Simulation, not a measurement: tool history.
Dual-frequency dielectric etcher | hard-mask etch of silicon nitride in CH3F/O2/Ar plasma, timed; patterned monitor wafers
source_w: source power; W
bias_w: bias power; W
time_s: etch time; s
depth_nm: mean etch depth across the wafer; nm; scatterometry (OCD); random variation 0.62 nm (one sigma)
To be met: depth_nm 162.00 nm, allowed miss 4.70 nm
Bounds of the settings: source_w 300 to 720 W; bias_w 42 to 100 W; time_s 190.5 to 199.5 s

| run | hour | source_w | bias_w | time_s | depth_nm |
|---|---|---|---|---|---|
| 1 | 0.0 | 510 | 71 | 190.5 | 138.64 |
| 2 | 5.4 | 580 | 71 | 190.5 | 144.81 |
| 3 | 8.4 | 580 | 60 | 190.5 | 137.18 |
| 4 | 9.2 | 590 | 62 | 191.0 | 139.90 |
| 5 | 14.7 | 600 | 64 | 191.5 | 142.18 |
| 6 | 20.3 | 600 | 64 | 199.5 | 148.37 |
| 7 | 27.3 | 610 | 65 | 199.5 | 149.58 |
| 8 | 30.5 | 620 | 66 | 199.5 | 152.40 |
| 9 | 36.0 | 630 | 67 | 199.5 | 152.56 |
| 10 | 37.7 | 640 | 68 | 199.5 | 153.57 |
| 11 | 38.9 | 650 | 69 | 199.5 | 155.04 |
| 12 | 44.3 | 660 | 70 | 199.5 | 156.84 |

5 next moves are on the table. One of them brings every result within its allowed miss. Which?
| A | 49.7 | 620 | 73 | 192.0 | ? |
| B | 49.7 | 680 | 72 | 191.0 | ? |
| C | 49.7 | 640 | 71 | 195.5 | ? |
| D | 49.7 | 720 | 58 | 195.5 | ? |
| E | 49.7 | 680 | 76 | 199.5 | ? |

| move | depth_nm |
|---|---|
| A | 149.57 |
| B | 152.81 |
| C | 152.70 |
| D | 150.48 |
| E | 162.06 |
A: further off than the last run
B: further off than the last run
C: further off than the last run
D: further off than the last run
E: meets every target
The right move is E.
